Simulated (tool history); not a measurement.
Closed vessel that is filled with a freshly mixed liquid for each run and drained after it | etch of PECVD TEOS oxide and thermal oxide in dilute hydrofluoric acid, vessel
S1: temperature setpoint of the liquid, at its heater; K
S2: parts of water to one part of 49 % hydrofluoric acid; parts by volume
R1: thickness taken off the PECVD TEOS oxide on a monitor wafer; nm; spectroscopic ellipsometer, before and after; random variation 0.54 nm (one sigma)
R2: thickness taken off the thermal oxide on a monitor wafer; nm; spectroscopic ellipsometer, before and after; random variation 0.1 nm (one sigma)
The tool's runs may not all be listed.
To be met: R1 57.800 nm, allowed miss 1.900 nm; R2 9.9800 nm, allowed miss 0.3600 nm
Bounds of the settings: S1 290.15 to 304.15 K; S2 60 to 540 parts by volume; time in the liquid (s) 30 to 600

run 1 hour=0.0 | S1=296.15 S2=300 time_in_the_liquid_(s)=305 | R1=22.147 R2=3.8204
run 2 hour=4.6 | S1=296.15 S2=375 time_in_the_liquid_(s)=305 | R1=16.735 R2=2.9170
run 3 hour=13.2 | S1=296.15 S2=305 time_in_the_liquid_(s)=305 | R1=21.962 R2=3.8303
run 4 hour=16.4 | S1=297.65 S2=265 time_in_the_liquid_(s)=305 | R1=27.621 R2=4.7862
run 5 hour=19.5 | S1=297.65 S2=265 time_in_the_liquid_(s)=240 | R1=21.459 R2=3.8179
run 6 hour=25.3 | S1=299.65 S2=265 time_in_the_liquid_(s)=240 | R1=23.006 R2=3.9946
run 7 hour=30.8 | S1=300.65 S2=225 time_in_the_liquid_(s)=240 | R1=29.723 R2=5.1005
run 8 hour=39.0 | S1=301.15 S2=195 time_in_the_liquid_(s)=240 | R1=35.858 R2=6.1559
run 9 hour=41.0 | S1=301.15 S2=195 time_in_the_liquid_(s)=240 | R1=36.419 R2=6.1745
run 10 hour=48.2 | S1=301.65 S2=180 time_in_the_liquid_(s)=240 | R1=40.696 R2=6.9643
run 11 hour=57.4 | S1=302.15 S2=170 time_in_the_liquid_(s)=240 | R1=44.137 R2=7.6077
run 12 hour=62.3 | S1=304.15 S2=120 time_in_the_liquid_(s)=240 | R1=72.382 R2=12.2330
run 13 hour=69.9 | S1=303.65 S2=120 time_in_the_liquid_(s)=240 | R1=70.032 R2=12.0460
run 14 hour=73.0 | S1=303.15 S2=120 time_in_the_liquid_(s)=240 | R1=68.928 R2=12.2390
run 15 hour=79.6 | S1=303.15 S2=125 time_in_the_liquid_(s)=240 | R1=66.588 R2=11.3140
run 16 hour=81.7 | S1=302.65 S2=125 time_in_the_liquid_(s)=240 | R1=64.399 R2=11.2540
run 17 hour=89.5 | S1=302.65 S2=125 time_in_the_liquid_(s)=240 | R1=64.137 R2=11.3100
run 18 hour=95.8 | S1=302.65 S2=130 time_in_the_liquid_(s)=240 | R1=62.876 R2=10.7170

5 next moves are on the table. One of them brings every result within its allowed miss. Which?
run A hour=102.1 | S1=302.15 S2=125 time_in_the_liquid_(s)=240 | R1=? R2=?
run B hour=102.1 | S1=297.65 S2=120 time_in_the_liquid_(s)=290 | R1=? R2=?
run C hour=102.1 | S1=303.65 S2=165 time_in_the_liquid_(s)=285 | R1=? R2=?
run D hour=102.1 | S1=303.15 S2=145 time_in_the_liquid_(s)=275 | R1=? R2=?
run E hour=102.1 | S1=301.15 S2=150 time_in_the_liquid_(s)=295 | R1=? R2=?

move=A R1=63.587 R2=10.9290
move=B R1=67.897 R2=11.6700
move=C R1=57.306 R2=9.8495
move=D R1=63.448 R2=10.9050
move=E R1=60.783 R2=10.4470
A: further off than the last run
B: further off than the last run
C: meets every target
D: further off than the last run
E: nearer than the last run, and not there yet
The right move is C.

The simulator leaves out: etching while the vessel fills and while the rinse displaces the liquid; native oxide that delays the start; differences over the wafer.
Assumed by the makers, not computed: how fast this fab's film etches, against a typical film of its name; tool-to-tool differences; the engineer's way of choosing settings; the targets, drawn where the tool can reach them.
